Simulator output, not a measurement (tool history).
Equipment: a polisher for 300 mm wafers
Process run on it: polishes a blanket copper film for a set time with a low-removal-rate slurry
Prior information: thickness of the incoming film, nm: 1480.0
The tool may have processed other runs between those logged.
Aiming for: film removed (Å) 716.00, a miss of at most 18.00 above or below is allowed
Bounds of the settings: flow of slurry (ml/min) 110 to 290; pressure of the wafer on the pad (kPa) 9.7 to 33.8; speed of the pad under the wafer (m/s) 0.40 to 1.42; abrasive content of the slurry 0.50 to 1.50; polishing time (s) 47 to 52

run,day,flow of slurry (ml/min),pressure of the wafer on the pad (kPa),speed of the pad under the wafer (m/s),abrasive content of the slurry,polishing time (s),film removed (Å)
1,0.000,185,21.4,0.90,1.00,52,1481.90
2,0.175,145,21.4,0.90,1.00,52,1413.20
3,0.200,145,21.4,0.90,1.00,52,1419.70
4,0.321,140,17.2,0.86,1.00,52,1090.00
5,0.646,140,17.2,0.86,0.85,52,1060.60
6,1.012,135,14.5,0.86,0.85,52,893.59
7,1.321,130,13.1,0.86,0.85,52,796.99
8,1.367,125,12.4,0.86,0.85,52,752.14
9,1.533,120,12.4,0.86,0.85,52,734.51
# day 1.621: slurry nozzle cleaned
10,1.621,115,12.4,0.86,0.85,52,799.23
11,1.646,135,12.4,0.86,0.85,52,840.14
12,1.979,110,9.7,0.86,0.85,52,632.57
13,2.200,125,9.7,0.86,0.85,52,647.12
14,2.471,140,9.7,0.86,0.85,52,661.53
15,2.625,155,9.7,0.86,0.85,52,681.90
16,2.917,165,9.7,0.86,0.85,52,685.04
17,3.038,175,9.7,0.86,0.85,52,690.66
18,3.350,180,9.7,0.86,0.85,52,690.03
19,3.496,195,10.3,0.86,0.85,52,753.04
20,3.850,185,10.3,0.86,0.85,52,739.02
21,3.975,180,10.3,0.86,0.85,52,737.61
22,4.283,175,10.3,0.86,0.85,52,727.04

5 next moves are on the table. One of them brings every result within its allowed miss. Which?
A,4.592,195,12.4,0.70,1.15,52,?
B,4.592,200,11.0,0.82,0.90,48,?
C,4.592,155,9.7,1.06,0.80,48,?
D,4.592,165,11.7,0.82,0.75,51,?
E,4.592,190,9.7,0.96,0.60,52,?

move,film removed (Å)
A,760.67
B,710.95
C,760.71
D,759.28
E,750.67
A: its largest miss is bigger than the last run's
B: all results in spec
C: its largest miss is bigger than the last run's
D: its largest miss is bigger than the last run's
E: its largest miss is bigger than the last run's
Move B is the one to make.
